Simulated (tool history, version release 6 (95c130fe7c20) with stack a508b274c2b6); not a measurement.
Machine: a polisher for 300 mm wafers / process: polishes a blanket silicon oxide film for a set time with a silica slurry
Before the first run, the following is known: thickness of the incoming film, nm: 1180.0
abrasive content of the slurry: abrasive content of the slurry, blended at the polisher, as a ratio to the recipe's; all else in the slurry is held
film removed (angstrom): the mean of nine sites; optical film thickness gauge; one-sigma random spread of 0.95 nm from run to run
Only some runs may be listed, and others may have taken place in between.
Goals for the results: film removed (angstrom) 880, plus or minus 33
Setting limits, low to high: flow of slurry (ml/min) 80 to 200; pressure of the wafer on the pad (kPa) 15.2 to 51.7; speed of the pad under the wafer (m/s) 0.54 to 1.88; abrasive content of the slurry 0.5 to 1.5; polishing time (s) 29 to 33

run	hour	flow of slurry (ml/min)	pressure of the wafer on the pad (kPa)	speed of the pad under the wafer (m/s)	abrasive content of the slurry	polishing time (s)	film removed (angstrom)
1	0	130	33.1	1.2	1	33	1185.1
2	1.4	125	31	1.2	1	33	1118.8
3	8.3	125	29.6	1.2	1	33	1058.9
4	15.8	125	29.6	1.2	0.8	33	945.76
5	18.3	125	29	1.2	0.8	33	924.68
6	23.3	125	29	1.2	1	33	1051.3
7	31.2	125	27.6	1.2	1	33	1008.7
8	35.6	125	26.9	1.2	1	33	986.14
9	43.9	110	23.4	1.2	1	33	844.83

Which single option among these 4 for the next run brings every result within its allowed miss of target? Just one does.
A	52.2	110	24.1	1.2	0.95	30	?
B	52.2	115	24.8	1.26	0.8	33	?
C	52.2	115	22.8	1.36	1	32	?
D	52.2	130	24.1	1.2	0.9	29	?

move	film removed (angstrom)
A	763.36
B	816.93
C	881.07
D	735.75
A: further off than the last run
B: further off than the last run
C: hits every target within its allowed miss
D: further off than the last run
C meets every target.
